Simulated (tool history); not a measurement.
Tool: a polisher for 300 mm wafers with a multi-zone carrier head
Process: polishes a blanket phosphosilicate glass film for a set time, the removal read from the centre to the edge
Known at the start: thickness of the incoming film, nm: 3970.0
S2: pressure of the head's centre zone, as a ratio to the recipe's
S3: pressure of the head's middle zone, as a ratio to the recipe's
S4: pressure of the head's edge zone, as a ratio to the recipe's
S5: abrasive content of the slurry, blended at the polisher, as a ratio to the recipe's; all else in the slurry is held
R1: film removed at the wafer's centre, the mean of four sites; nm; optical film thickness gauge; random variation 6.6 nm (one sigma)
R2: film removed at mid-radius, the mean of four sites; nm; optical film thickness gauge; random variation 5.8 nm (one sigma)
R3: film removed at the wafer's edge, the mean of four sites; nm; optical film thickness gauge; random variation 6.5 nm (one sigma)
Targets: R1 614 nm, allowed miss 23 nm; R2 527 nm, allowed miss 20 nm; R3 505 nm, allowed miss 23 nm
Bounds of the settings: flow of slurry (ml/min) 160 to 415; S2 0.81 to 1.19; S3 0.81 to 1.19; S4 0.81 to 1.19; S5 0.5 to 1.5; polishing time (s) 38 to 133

{"run": 1, "hour": 0.0, "flow of slurry (ml/min)": 265, "S2": 1, "S3": 1, "S4": 1, "S5": 1, "polishing time (s)": 85, "R1": 699.55, "R2": 629.02, "R3": 611.5}
{"run": 2, "hour": 6.0, "flow of slurry (ml/min)": 265, "S2": 1, "S3": 0.99, "S4": 0.98, "S5": 0.95, "polishing time (s)": 85, "R1": 656.02, "R2": 614.98, "R3": 601.39}
{"run": 3, "hour": 6.8, "flow of slurry (ml/min)": 265, "S2": 1, "S3": 0.99, "S4": 0.98, "S5": 0.95, "polishing time (s)": 72, "R1": 577.82, "R2": 524.83, "R3": 511.48}
{"run": 4, "hour": 12.4, "flow of slurry (ml/min)": 265, "S2": 1, "S3": 0.99, "S4": 0.91, "S5": 0.95, "polishing time (s)": 72, "R1": 579.03, "R2": 515.96, "R3": 488.38}
{"run": 5, "hour": 13.8, "flow of slurry (ml/min)": 270, "S2": 1.01, "S3": 0.99, "S4": 0.91, "S5": 0.95, "polishing time (s)": 72, "R1": 572.47, "R2": 522.76, "R3": 490.51}
{"run": 6, "hour": 16.0, "flow of slurry (ml/min)": 210, "S2": 1.01, "S3": 0.99, "S4": 0.91, "S5": 0.95, "polishing time (s)": 72, "R1": 550.8, "R2": 496.61, "R3": 482.97}
{"run": 7, "hour": 23.8, "flow of slurry (ml/min)": 220, "S2": 1.02, "S3": 0.99, "S4": 0.91, "S5": 0.95, "polishing time (s)": 72, "R1": 564.29, "R2": 514.9, "R3": 471.55}
{"run": 8, "hour": 30.3, "flow of slurry (ml/min)": 230, "S2": 1.02, "S3": 0.99, "S4": 0.92, "S5": 0.95, "polishing time (s)": 72, "R1": 576.77, "R2": 514.64, "R3": 474.58}
{"run": 9, "hour": 38.4, "flow of slurry (ml/min)": 235, "S2": 1.02, "S3": 0.99, "S4": 0.93, "S5": 0.95, "polishing time (s)": 72, "R1": 574.75, "R2": 506.4, "R3": 482.86}
{"hour": 45.8, "done": "centre zone pressure recalibrated"}
{"run": 10, "hour": 45.8, "flow of slurry (ml/min)": 240, "S2": 1.02, "S3": 0.99, "S4": 0.94, "S5": 0.95, "polishing time (s)": 72, "R1": 536.41, "R2": 509.59, "R3": 491.6}
{"run": 11, "hour": 53.4, "flow of slurry (ml/min)": 250, "S2": 1.01, "S3": 0.99, "S4": 0.94, "S5": 0.95, "polishing time (s)": 72, "R1": 519.73, "R2": 506.94, "R3": 486.92}
{"run": 12, "hour": 56.2, "flow of slurry (ml/min)": 250, "S2": 1.01, "S3": 0.98, "S4": 0.93, "S5": 0.95, "polishing time (s)": 72, "R1": 536.41, "R2": 516.5, "R3": 492.89}
{"run": 13, "hour": 61.8, "flow of slurry (ml/min)": 250, "S2": 1.01, "S3": 0.98, "S4": 0.93, "S5": 0.95, "polishing time (s)": 72, "R1": 544.19, "R2": 508.7, "R3": 499.25}

5 next moves are on the table. One of them brings every result within its allowed miss. Which?
{"run": "A", "hour": 67.4, "flow of slurry (ml/min)": 280, "S2": 0.93, "S3": 0.92, "S4": 1, "S5": 0.7, "polishing time (s)": 85, "R1": "?", "R2": "?", "R3": "?"}
{"run": "B", "hour": 67.4, "flow of slurry (ml/min)": 215, "S2": 1.12, "S3": 1, "S4": 0.95, "S5": 1.15, "polishing time (s)": 68, "R1": "?", "R2": "?", "R3": "?"}
{"run": "C", "hour": 67.4, "flow of slurry (ml/min)": 265, "S2": 0.99, "S3": 0.96, "S4": 0.95, "S5": 0.9, "polishing time (s)": 74, "R1": "?", "R2": "?", "R3": "?"}
{"run": "D", "hour": 67.4, "flow of slurry (ml/min)": 255, "S2": 1.01, "S3": 0.96, "S4": 0.92, "S5": 0.95, "polishing time (s)": 72, "R1": "?", "R2": "?", "R3": "?"}
{"run": "E", "hour": 67.4, "flow of slurry (ml/min)": 195, "S2": 1.15, "S3": 0.85, "S4": 0.81, "S5": 1.2, "polishing time (s)": 74, "R1": "?", "R2": "?", "R3": "?"}

move=A R1=478.22 R2=471.95 R3=488.92
move=B R1=604.11 R2=521.59 R3=505.48
move=C R1=523.69 R2=498.07 R3=491.36
move=D R1=534.18 R2=498.15 R3=484.7
move=E R1=676.32 R2=517.06 R3=516.9
A: further off than the last run
B: meets every target
C: further off than the last run
D: further off than the last run
E: takes the result that was furthest off past its target
The right move is B.

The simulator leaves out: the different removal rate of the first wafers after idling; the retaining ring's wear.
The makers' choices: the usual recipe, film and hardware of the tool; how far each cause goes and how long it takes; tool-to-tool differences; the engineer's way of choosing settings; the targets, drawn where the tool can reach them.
